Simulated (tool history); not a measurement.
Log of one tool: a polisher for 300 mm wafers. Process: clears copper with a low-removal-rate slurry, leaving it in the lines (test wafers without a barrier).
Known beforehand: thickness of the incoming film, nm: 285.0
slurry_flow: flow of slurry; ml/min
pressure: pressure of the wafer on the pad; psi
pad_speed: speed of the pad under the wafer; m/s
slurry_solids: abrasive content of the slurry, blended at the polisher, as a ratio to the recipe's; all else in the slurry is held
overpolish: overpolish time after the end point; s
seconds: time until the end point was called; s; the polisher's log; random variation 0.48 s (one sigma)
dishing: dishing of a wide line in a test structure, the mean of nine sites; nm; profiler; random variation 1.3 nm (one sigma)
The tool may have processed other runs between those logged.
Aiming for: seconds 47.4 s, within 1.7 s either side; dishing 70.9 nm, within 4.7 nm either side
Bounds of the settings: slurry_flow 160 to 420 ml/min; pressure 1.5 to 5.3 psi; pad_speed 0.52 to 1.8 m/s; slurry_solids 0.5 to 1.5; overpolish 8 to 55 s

| run | day | slurry_flow | pressure | pad_speed | slurry_solids | overpolish | seconds | dishing |
|---|---|---|---|---|---|---|---|---|
| 1 | 0 | 270 | 3.4 | 1.16 | 1 | 28 | 61.469 | 83.591 |
| 2 | 0.304 | 270 | 3.5 | 1.16 | 1 | 26 | 58.988 | 78.228 |
| 3 | 0.442 | 270 | 3.6 | 1.16 | 1 | 25 | 57.547 | 79.238 |
| 4 | 0.517 | 270 | 3.6 | 1.16 | 0.8 | 25 | 60.646 | 75.059 |
| 5 | 0.604 | 270 | 3.7 | 1.16 | 0.8 | 24 | 58.279 | 76.978 |
| 6 | 0.654 | 270 | 3.7 | 1.44 | 0.8 | 24 | 49.037 | 87.43 |
| 7 | 0.688 | 270 | 3.7 | 1.44 | 0.8 | 23 | 48.852 | 82.954 |
| 8 | 1 | 270 | 3.7 | 1.44 | 0.8 | 22 | 49.643 | 82.11 |
| 9 | 1.096 | 270 | 3.7 | 1.44 | 0.8 | 21 | 49.433 | 78.115 |

Pick the move, out of 5, that brings all results within their allowed miss; only one does.
| A | 1.192 | 285 | 3.5 | 1.34 | 0.9 | 21 | ? | ? |
| B | 1.192 | 280 | 3.8 | 1.3 | 0.85 | 25 | ? | ? |
| C | 1.192 | 260 | 3.4 | 1.34 | 0.8 | 21 | ? | ? |
| D | 1.192 | 210 | 4.8 | 1.24 | 0.55 | 21 | ? | ? |
| E | 1.192 | 265 | 3.6 | 1.58 | 0.7 | 18 | ? | ? |

| move | seconds | dishing |
|---|---|---|
| A | 53.36 | 71.75 |
| B | 51.07 | 84.93 |
| C | 56.436 | 68.575 |
| D | 46.516 | 81.495 |
| E | 47.447 | 69.906 |
A: brings the last run's worst result on target, with another outside its allowed miss
B: lands further from the targets than the last run did
C: brings the last run's worst result on target, with another outside its allowed miss
D: lands further from the targets than the last run did
E: hits every target within its allowed miss
The right move is E.
